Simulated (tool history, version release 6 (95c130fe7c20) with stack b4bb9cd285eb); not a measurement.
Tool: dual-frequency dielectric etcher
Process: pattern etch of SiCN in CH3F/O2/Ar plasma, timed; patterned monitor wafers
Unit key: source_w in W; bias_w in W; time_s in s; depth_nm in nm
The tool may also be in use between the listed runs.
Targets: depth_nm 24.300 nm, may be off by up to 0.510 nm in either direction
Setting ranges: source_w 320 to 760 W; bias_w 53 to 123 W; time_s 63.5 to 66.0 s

Run 1, day 0.000: source_w 540 W, bias_w 88 W, time_s 63.5 s. Result: depth_nm 28.093 nm.
Run 2, day 0.025: source_w 540 W, bias_w 95 W, time_s 63.5 s. Result: depth_nm 29.215 nm.
Run 3, day 0.292: source_w 490 W, bias_w 92 W, time_s 63.5 s. Result: depth_nm 27.899 nm.
Run 4, day 0.579: source_w 450 W, bias_w 89 W, time_s 63.5 s. Result: depth_nm 26.577 nm.
Run 5, day 0.817: source_w 510 W, bias_w 89 W, time_s 63.5 s. Result: depth_nm 27.656 nm.
Run 6, day 0.967: source_w 510 W, bias_w 77 W, time_s 63.5 s. Result: depth_nm 25.529 nm.
Run 7, day 1.262: source_w 490 W, bias_w 77 W, time_s 63.5 s. Result: depth_nm 25.228 nm.
Run 8, day 1.579: source_w 480 W, bias_w 77 W, time_s 63.5 s. Result: depth_nm 25.007 nm.

4 candidate next runs follow, results not yet known. Just one meets every target within its allowed miss. Identify it.
Run A, day 1.896: source_w 470 W, bias_w 81 W, time_s 63.5 s. Result: depth_nm ?.
Run B, day 1.896: source_w 510 W, bias_w 70 W, time_s 63.5 s. Result: depth_nm ?.
Run C, day 1.896: source_w 510 W, bias_w 74 W, time_s 64.0 s. Result: depth_nm ?.
Run D, day 1.896: source_w 460 W, bias_w 78 W, time_s 64.0 s. Result: depth_nm ?.

move  depth_nm
   A    25.706
   B    24.420
   C    25.366
   D    25.211
A: misses by more than the last run did
B: every result within its allowed miss
C: misses by more than the last run did
D: misses by more than the last run did
The move that meets every target is B.
